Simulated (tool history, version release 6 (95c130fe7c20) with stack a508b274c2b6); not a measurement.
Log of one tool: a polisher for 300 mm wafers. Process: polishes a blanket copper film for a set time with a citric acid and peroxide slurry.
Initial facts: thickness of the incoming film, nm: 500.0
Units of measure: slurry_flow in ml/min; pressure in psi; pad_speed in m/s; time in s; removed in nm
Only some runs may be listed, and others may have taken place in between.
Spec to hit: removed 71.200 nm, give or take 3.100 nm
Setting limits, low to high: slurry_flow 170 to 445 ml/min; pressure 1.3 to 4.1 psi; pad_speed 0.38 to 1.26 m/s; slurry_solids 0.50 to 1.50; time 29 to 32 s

Run 1, hour 0.0: slurry_flow 285 ml/min, pressure 2.7 psi, pad_speed 0.82 m/s, slurry_solids 1.00, time 32 s. Result: removed 55.922 nm.
Run 2, hour 5.9: slurry_flow 285 ml/min, pressure 2.9 psi, pad_speed 0.82 m/s, slurry_solids 1.00, time 32 s. Result: removed 60.006 nm.
Run 3, hour 9.0: slurry_flow 285 ml/min, pressure 3.0 psi, pad_speed 0.82 m/s, slurry_solids 1.00, time 32 s. Result: removed 61.215 nm.
Run 4, hour 15.8: slurry_flow 285 ml/min, pressure 2.8 psi, pad_speed 0.82 m/s, slurry_solids 1.00, time 32 s. Result: removed 57.634 nm.
Run 5, hour 16.4: slurry_flow 285 ml/min, pressure 2.5 psi, pad_speed 0.82 m/s, slurry_solids 1.00, time 32 s. Result: removed 53.023 nm.
Run 6, hour 17.9: slurry_flow 250 ml/min, pressure 2.5 psi, pad_speed 0.82 m/s, slurry_solids 1.00, time 32 s. Result: removed 51.981 nm.
Run 7, hour 20.7: slurry_flow 250 ml/min, pressure 2.7 psi, pad_speed 0.82 m/s, slurry_solids 1.00, time 32 s. Result: removed 54.060 nm.
Run 8, hour 26.3: slurry_flow 275 ml/min, pressure 2.9 psi, pad_speed 0.82 m/s, slurry_solids 1.00, time 32 s. Result: removed 59.696 nm.
Run 9, hour 32.1: slurry_flow 280 ml/min, pressure 3.0 psi, pad_speed 0.82 m/s, slurry_solids 1.00, time 32 s. Result: removed 60.410 nm.
Run 10, hour 36.7: slurry_flow 290 ml/min, pressure 3.1 psi, pad_speed 0.82 m/s, slurry_solids 1.00, time 32 s. Result: removed 62.396 nm.
At hour 42.8: slurry nozzle cleaned.
Run 11, hour 42.8: slurry_flow 290 ml/min, pressure 3.2 psi, pad_speed 0.82 m/s, slurry_solids 1.00, time 32 s. Result: removed 65.855 nm.

Which of these 5 next moves meets every target?
Run A, hour 48.9: slurry_flow 285 ml/min, pressure 3.6 psi, pad_speed 0.74 m/s, slurry_solids 1.15, time 31 s. Result: removed ?.
Run B, hour 48.9: slurry_flow 295 ml/min, pressure 3.2 psi, pad_speed 0.76 m/s, slurry_solids 1.05, time 31 s. Result: removed ?.
Run C, hour 48.9: slurry_flow 365 ml/min, pressure 3.6 psi, pad_speed 0.70 m/s, slurry_solids 0.95, time 32 s. Result: removed ?.
Run D, hour 48.9: slurry_flow 280 ml/min, pressure 3.7 psi, pad_speed 0.80 m/s, slurry_solids 1.10, time 30 s. Result: removed ?.
Run E, hour 48.9: slurry_flow 270 ml/min, pressure 3.2 psi, pad_speed 0.76 m/s, slurry_solids 1.10, time 32 s. Result: removed ?.

move  removed
   A   67.523
   B   61.471
   C   64.583
   D   71.328
   E   63.555
A: closer than the last run, but not yet in spec
B: its largest miss is bigger than the last run's
C: its largest miss is bigger than the last run's
D: every result within its allowed miss
E: its largest miss is bigger than the last run's
The move that meets every target is D.

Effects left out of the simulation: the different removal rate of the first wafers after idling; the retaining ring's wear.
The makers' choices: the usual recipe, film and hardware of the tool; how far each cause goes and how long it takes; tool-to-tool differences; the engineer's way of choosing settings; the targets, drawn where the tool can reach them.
